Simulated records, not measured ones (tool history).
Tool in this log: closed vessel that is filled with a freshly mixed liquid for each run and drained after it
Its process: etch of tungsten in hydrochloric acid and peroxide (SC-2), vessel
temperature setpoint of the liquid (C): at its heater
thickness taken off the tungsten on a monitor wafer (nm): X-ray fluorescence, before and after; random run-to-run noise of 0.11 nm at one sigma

run	day	temperature setpoint of the liquid (C)	parts of water to one part each of 37 % hydrochloric acid and 30 % peroxide (parts by volume)	time in the liquid (s)	thickness taken off the tungsten on a monitor wafer (nm)
1	0	62	9	90	40.801
2	0.108	62	9	90	40.762
3	0.396	58.5	9	90	33.07
4	0.558	52.5	9	90	22.269
5	0.704	52.5	10.5	90	19.565
6	0.954	52	10.5	90	19.078

Run 7, settings as shown, results not yet in. Your forecast:
7	1.108	51.5	10.5	90	?

thickness taken off the tungsten on a monitor wafer (nm): 18.174
